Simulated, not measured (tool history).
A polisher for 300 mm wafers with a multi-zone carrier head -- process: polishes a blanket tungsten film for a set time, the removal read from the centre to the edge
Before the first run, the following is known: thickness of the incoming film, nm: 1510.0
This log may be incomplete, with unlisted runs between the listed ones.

run	hour	flow of slurry (ml/min)	pressure of the head's centre zone	pressure of the head's middle zone	pressure of the head's edge zone	abrasive content of the slurry	polishing time (s)	film removed at the wafer's centre (Å)	film removed at mid-radius (Å)	film removed at the wafer's edge (Å)
1	0	315	1	1	1	1	30	1140.5	1101	1180.3
2	6.9	305	0.94	0.99	1	0.85	28	953.63	976.62	1024.2
3	14.3	305	0.87	0.99	1	0.85	28	855.73	1000.2	1052.7
4	17.6	340	0.87	0.99	1	0.85	28	895.54	995.83	1060.5
5	20	315	0.85	0.95	1	0.75	27	795.36	863.35	962.08
6	26.7	315	0.82	0.95	1	0.75	27	772.46	884.69	972.82

Forecast run 7:
7	30.6	290	0.82	0.94	1	0.7	27	?	?	?

{"run 7": {"film removed at the wafer's centre (Å)": 747.83, "film removed at mid-radius (Å)": 844.9, "film removed at the wafer's edge (Å)": 925.84}}
